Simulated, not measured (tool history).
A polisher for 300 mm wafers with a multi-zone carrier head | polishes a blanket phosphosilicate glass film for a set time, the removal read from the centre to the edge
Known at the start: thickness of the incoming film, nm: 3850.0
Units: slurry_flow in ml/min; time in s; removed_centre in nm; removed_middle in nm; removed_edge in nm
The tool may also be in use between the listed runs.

{"run": 1, "day": 0.0, "slurry_flow": 185, "centre_zone": 1, "middle_zone": 1, "edge_zone": 1, "slurry_solids": 1, "time": 33, "removed_centre": 274.26, "removed_middle": 288.74, "removed_edge": 305.13}
{"run": 2, "day": 0.125, "slurry_flow": 180, "centre_zone": 1.01, "middle_zone": 1, "edge_zone": 0.98, "slurry_solids": 1, "time": 33, "removed_centre": 283.74, "removed_middle": 292.13, "removed_edge": 294.46}
{"run": 3, "day": 0.383, "slurry_flow": 180, "centre_zone": 0.97, "middle_zone": 1, "edge_zone": 0.98, "slurry_solids": 1, "time": 33, "removed_centre": 276.31, "removed_middle": 291.69, "removed_edge": 291.21}
{"run": 4, "day": 0.542, "slurry_flow": 175, "centre_zone": 0.97, "middle_zone": 0.99, "edge_zone": 0.97, "slurry_solids": 1, "time": 33, "removed_centre": 271.03, "removed_middle": 289.25, "removed_edge": 293.63}
{"run": 5, "day": 0.679, "slurry_flow": 175, "centre_zone": 0.97, "middle_zone": 0.99, "edge_zone": 1.03, "slurry_solids": 1, "time": 33, "removed_centre": 277.7, "removed_middle": 286.16, "removed_edge": 297.15}
{"run": 6, "day": 0.867, "slurry_flow": 175, "centre_zone": 0.97, "middle_zone": 0.99, "edge_zone": 1.03, "slurry_solids": 1, "time": 41, "removed_centre": 338.82, "removed_middle": 359.65, "removed_edge": 382.96}
{"run": 7, "day": 1.054, "slurry_flow": 170, "centre_zone": 0.98, "middle_zone": 0.98, "edge_zone": 1.01, "slurry_solids": 0.95, "time": 41, "removed_centre": 327.9, "removed_middle": 341.87, "removed_edge": 349.37}
{"run": 8, "day": 1.312, "slurry_flow": 120, "centre_zone": 0.94, "middle_zone": 0.88, "edge_zone": 0.91, "slurry_solids": 0.75, "time": 41, "removed_centre": 246.58, "removed_middle": 250.01, "removed_edge": 276.4}

Run 9 comes next. What will it give?
{"run": 9, "day": 1.512, "slurry_flow": 120, "centre_zone": 0.95, "middle_zone": 0.88, "edge_zone": 0.9, "slurry_solids": 0.75, "time": 41, "removed_centre": "?", "removed_middle": "?", "removed_edge": "?"}

{"run 9": {"removed_centre": 252.55, "removed_middle": 251.11, "removed_edge": 272.58}}
